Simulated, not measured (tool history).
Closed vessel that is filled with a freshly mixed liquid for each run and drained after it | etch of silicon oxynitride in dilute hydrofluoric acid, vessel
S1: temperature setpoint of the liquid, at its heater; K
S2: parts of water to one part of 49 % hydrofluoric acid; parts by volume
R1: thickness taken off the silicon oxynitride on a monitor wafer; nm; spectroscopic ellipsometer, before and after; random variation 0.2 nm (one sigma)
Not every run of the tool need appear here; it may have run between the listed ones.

run 1 hour=0 | S1=298.15 S2=265 time_in_the_liquid_(s)=900 | R1=7.4657
run 2 hour=7.3 | S1=300.15 S2=220 time_in_the_liquid_(s)=900 | R1=10.242
run 3 hour=15.1 | S1=303.15 S2=220 time_in_the_liquid_(s)=900 | R1=11.76
run 4 hour=22.9 | S1=303.65 S2=190 time_in_the_liquid_(s)=900 | R1=13.908
run 5 hour=32.5 | S1=301.15 S2=190 time_in_the_liquid_(s)=900 | R1=12.81
run 6 hour=41.1 | S1=302.15 S2=170 time_in_the_liquid_(s)=900 | R1=15.142
run 7 hour=47.3 | S1=303.15 S2=160 time_in_the_liquid_(s)=900 | R1=17.057
run 8 hour=55.1 | S1=303.65 S2=150 time_in_the_liquid_(s)=900 | R1=18.838
run 9 hour=65 | S1=304.15 S2=145 time_in_the_liquid_(s)=900 | R1=19.704
run 10 hour=71.3 | S1=304.65 S2=140 time_in_the_liquid_(s)=900 | R1=20.879
run 11 hour=78.1 | S1=306.15 S2=130 time_in_the_liquid_(s)=900 | R1=24.193

The next listed run, before its measurement:
-- hour=87.5 thermometer replaced
run 12 hour=87.5 | S1=305.65 S2=130 time_in_the_liquid_(s)=900 | R1=?

Run 12 came out at R1 22.247 nm.
